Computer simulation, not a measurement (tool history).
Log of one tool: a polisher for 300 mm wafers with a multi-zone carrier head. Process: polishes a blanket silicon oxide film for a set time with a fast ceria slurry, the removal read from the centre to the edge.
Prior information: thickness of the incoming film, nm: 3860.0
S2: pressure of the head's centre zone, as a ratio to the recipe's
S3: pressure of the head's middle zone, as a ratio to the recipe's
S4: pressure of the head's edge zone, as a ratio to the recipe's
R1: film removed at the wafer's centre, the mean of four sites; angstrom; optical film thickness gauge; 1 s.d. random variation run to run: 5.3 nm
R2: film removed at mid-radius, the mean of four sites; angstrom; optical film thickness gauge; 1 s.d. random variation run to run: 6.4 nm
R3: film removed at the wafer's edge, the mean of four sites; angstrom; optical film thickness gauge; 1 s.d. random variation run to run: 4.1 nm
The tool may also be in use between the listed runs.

Run 1, day 0: flow of slurry (ml/min) 185, S2 1, S3 1, S4 1, polishing time (s) 41. Result: R1 3404.1 angstrom, R2 3410.4 angstrom, R3 3483.4 angstrom.
Run 2, day 0.046: flow of slurry (ml/min) 185, S2 1, S3 1.08, S4 1, polishing time (s) 41. Result: R1 3440.9 angstrom, R2 3610.8 angstrom, R3 3465.6 angstrom.
Run 3, day 0.175: flow of slurry (ml/min) 185, S2 1.08, S3 1.08, S4 1, polishing time (s) 41. Result: R1 3799.4 angstrom, R2 3584.8 angstrom, R3 3490.9 angstrom.
Run 4, day 0.221: flow of slurry (ml/min) 210, S2 1.08, S3 1.08, S4 1, polishing time (s) 41. Result: R1 3821.4 angstrom, R2 3780 angstrom, R3 3522.7 angstrom.
Run 5, day 0.592: flow of slurry (ml/min) 240, S2 1.08, S3 1.08, S4 1, polishing time (s) 41. Result: R1 3855.2 angstrom, R2 3796.1 angstrom, R3 3528.6 angstrom.
Run 6, day 0.617: flow of slurry (ml/min) 240, S2 1.01, S3 1.08, S4 1, polishing time (s) 41. Result: R1 3589.8 angstrom, R2 3756.3 angstrom, R3 3582.6 angstrom.
Run 7, day 0.967: flow of slurry (ml/min) 240, S2 1.01, S3 1.08, S4 1.02, polishing time (s) 43. Result: R1 3822.3 angstrom, R2 3970.9 angstrom, R3 3795.6 angstrom.
Run 8, day 1.338: flow of slurry (ml/min) 240, S2 1, S3 1.08, S4 1.04, polishing time (s) 44. Result: R1 3945 angstrom, R2 4034.2 angstrom, R3 3911.9 angstrom.

Run 9 is up next; what results do you expect?
Run 9, day 1.367: flow of slurry (ml/min) 240, S2 0.99, S3 1.09, S4 1.05, polishing time (s) 45. Result: R1 ?, R2 ?, R3 ?.

Run 9 measured R1 4024.3 angstrom, R2 4103.9 angstrom, R3 3978.4 angstrom.
